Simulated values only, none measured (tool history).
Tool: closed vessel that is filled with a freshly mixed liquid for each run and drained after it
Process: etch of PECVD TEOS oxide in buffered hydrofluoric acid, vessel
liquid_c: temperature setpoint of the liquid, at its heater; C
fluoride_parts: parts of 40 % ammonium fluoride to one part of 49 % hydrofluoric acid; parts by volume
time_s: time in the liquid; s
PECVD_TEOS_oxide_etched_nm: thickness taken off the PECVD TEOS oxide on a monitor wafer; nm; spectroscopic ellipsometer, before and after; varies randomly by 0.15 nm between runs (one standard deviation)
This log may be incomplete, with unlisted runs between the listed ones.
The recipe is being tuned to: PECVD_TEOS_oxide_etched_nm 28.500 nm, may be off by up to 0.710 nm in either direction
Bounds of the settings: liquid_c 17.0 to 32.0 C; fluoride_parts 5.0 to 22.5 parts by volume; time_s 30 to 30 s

run 1 hour=0.0 | liquid_c=25.0 fluoride_parts=13.5 time_s=30 | PECVD_TEOS_oxide_etched_nm=38.620
run 2 hour=2.7 | liquid_c=26.0 fluoride_parts=13.5 time_s=30 | PECVD_TEOS_oxide_etched_nm=40.614
run 3 hour=5.2 | liquid_c=26.0 fluoride_parts=13.5 time_s=30 | PECVD_TEOS_oxide_etched_nm=40.651
run 4 hour=6.1 | liquid_c=22.5 fluoride_parts=13.5 time_s=30 | PECVD_TEOS_oxide_etched_nm=33.752
run 5 hour=10.0 | liquid_c=21.5 fluoride_parts=13.5 time_s=30 | PECVD_TEOS_oxide_etched_nm=31.478
run 6 hour=15.2 | liquid_c=21.5 fluoride_parts=11.5 time_s=30 | PECVD_TEOS_oxide_etched_nm=37.098
run 7 hour=21.4 | liquid_c=20.0 fluoride_parts=11.5 time_s=30 | PECVD_TEOS_oxide_etched_nm=34.397
run 8 hour=27.6 | liquid_c=19.0 fluoride_parts=11.5 time_s=30 | PECVD_TEOS_oxide_etched_nm=32.253
run 9 hour=33.3 | liquid_c=18.5 fluoride_parts=11.5 time_s=30 | PECVD_TEOS_oxide_etched_nm=31.508
run 10 hour=38.2 | liquid_c=18.0 fluoride_parts=11.5 time_s=30 | PECVD_TEOS_oxide_etched_nm=30.715
run 11 hour=42.9 | liquid_c=17.5 fluoride_parts=11.5 time_s=30 | PECVD_TEOS_oxide_etched_nm=29.954

Which one of the following 4 next-run settings gets every result inside its allowed miss? There is exactly one.
run A hour=47.6 | liquid_c=17.0 fluoride_parts=11.0 time_s=30 | PECVD_TEOS_oxide_etched_nm=?
run B hour=47.6 | liquid_c=19.5 fluoride_parts=12.5 time_s=30 | PECVD_TEOS_oxide_etched_nm=?
run C hour=47.6 | liquid_c=18.0 fluoride_parts=11.5 time_s=30 | PECVD_TEOS_oxide_etched_nm=?
run D hour=47.6 | liquid_c=19.0 fluoride_parts=13.0 time_s=30 | PECVD_TEOS_oxide_etched_nm=?

move=A PECVD_TEOS_oxide_etched_nm=30.409
move=B PECVD_TEOS_oxide_etched_nm=30.920
move=C PECVD_TEOS_oxide_etched_nm=30.823
move=D PECVD_TEOS_oxide_etched_nm=28.928
A: its largest miss is bigger than the last run's
B: its largest miss is bigger than the last run's
C: its largest miss is bigger than the last run's
D: all results land within tolerance of their targets
Answer: D

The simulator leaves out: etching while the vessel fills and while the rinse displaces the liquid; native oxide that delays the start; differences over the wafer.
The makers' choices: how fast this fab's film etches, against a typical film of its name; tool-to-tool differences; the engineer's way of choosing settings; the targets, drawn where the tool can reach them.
